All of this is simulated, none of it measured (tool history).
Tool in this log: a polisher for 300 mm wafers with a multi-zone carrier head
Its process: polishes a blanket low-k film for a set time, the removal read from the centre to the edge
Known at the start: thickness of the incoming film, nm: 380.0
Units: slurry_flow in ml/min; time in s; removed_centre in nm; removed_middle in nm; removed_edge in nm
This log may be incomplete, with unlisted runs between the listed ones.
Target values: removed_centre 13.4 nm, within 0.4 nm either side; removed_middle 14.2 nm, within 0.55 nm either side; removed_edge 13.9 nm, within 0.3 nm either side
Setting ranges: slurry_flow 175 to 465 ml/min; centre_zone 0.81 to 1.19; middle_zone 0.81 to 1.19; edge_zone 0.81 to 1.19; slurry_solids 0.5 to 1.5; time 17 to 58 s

run  hour  slurry_flow  centre_zone  middle_zone  edge_zone  slurry_solids  time  removed_centre  removed_middle  removed_edge
  1     0          295            1            1          1              1    37          24.579          22.775        23.594
  2   2.4          290         0.97            1       0.97            0.9    35          21.437          20.138        20.842
  3     7          285         0.94         1.01       0.94            0.8    34          18.814           18.22         18.27
  4  11.4          285         0.94         1.01       0.91            0.8    34          18.549           18.47        18.045
  5  18.5          285         0.94         1.01       0.91            0.7    34          16.833           16.86        16.386
  6    23          280         0.92            1       0.89           0.65    34          15.692          15.499        15.177
  7  27.4          270          0.9            1       0.88           0.65    34          15.325          15.664        15.028
  8    32          260         0.88         0.99       0.88           0.65    34          14.931          15.607        15.038
  9  35.8          255         0.87         0.97       0.87           0.65    34          15.023           15.05        14.922
     40.6  -- centre zone pressure recalibrated
 10  40.6          255         0.87         0.97       0.87           0.65    34          14.278          14.852        14.956
 11  41.8          230         0.85         0.97       0.81           0.55    34          11.893          12.699        12.141
 12  47.5          255         0.84         0.97       0.81           0.55    34          12.081          12.921        12.316
 13  51.9          340         0.84         0.99       0.91            0.6    34          13.556          14.519        14.573

Below are 4 possible settings for the next run. Only one of them brings all results inside the allowed miss of their targets. Which is it?
  A  56.3          345         1.02         0.92       0.89           0.55    34               ?               ?             ?
  B  56.3          465         1.01         0.93       0.87           0.75    26               ?               ?             ?
  C  56.3          200         0.89            1       0.88           0.75    29               ?               ?             ?
  D  56.3          330         0.87         0.92       0.94           0.85    26               ?               ?             ?

move  removed_centre  removed_middle  removed_edge
   A          14.395          12.691        13.271
   B          14.654          13.104        13.371
   C          13.448          14.175        13.969
   D          13.901          13.798        14.791
A: pushes the last run's worst result past its target
B: pushes the last run's worst result past its target
C: every result within its allowed miss
D: further off than the last run
Correct choice: C, which meets every target
